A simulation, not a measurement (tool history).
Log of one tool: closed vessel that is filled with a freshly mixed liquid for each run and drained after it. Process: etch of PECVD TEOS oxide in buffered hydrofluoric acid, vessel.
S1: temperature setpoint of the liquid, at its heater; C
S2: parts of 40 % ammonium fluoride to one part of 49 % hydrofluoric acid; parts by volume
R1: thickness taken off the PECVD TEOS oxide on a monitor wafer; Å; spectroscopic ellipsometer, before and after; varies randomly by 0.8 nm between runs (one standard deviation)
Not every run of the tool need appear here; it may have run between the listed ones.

{"run": 1, "hour": 0.0, "S1": 23, "S2": 19.5, "time in the liquid (s)": 100, "R1": 725.28}
{"run": 2, "hour": 2.8, "S1": 23, "S2": 23.5, "time in the liquid (s)": 100, "R1": 635.04}
{"run": 3, "hour": 7.2, "S1": 23, "S2": 18, "time in the liquid (s)": 100, "R1": 790.91}
{"run": 4, "hour": 16.0, "S1": 23, "S2": 23.5, "time in the liquid (s)": 100, "R1": 635}
{"run": 5, "hour": 22.8, "S1": 25.5, "S2": 23.5, "time in the liquid (s)": 100, "R1": 736.54}
{"run": 6, "hour": 25.2, "S1": 25.5, "S2": 23.5, "time in the liquid (s)": 100, "R1": 731.53}
{"run": 7, "hour": 32.5, "S1": 26.5, "S2": 23.5, "time in the liquid (s)": 100, "R1": 771.46}
{"run": 8, "hour": 37.9, "S1": 27.5, "S2": 23.5, "time in the liquid (s)": 100, "R1": 818.52}
{"run": 9, "hour": 42.6, "S1": 28, "S2": 23.5, "time in the liquid (s)": 100, "R1": 828.65}

Estimate the outcome of run 10 from the log above:
{"run": 10, "hour": 47.4, "S1": 28.5, "S2": 23.5, "time in the liquid (s)": 100, "R1": "?"}

{"run 10": {"R1": 862.37}}
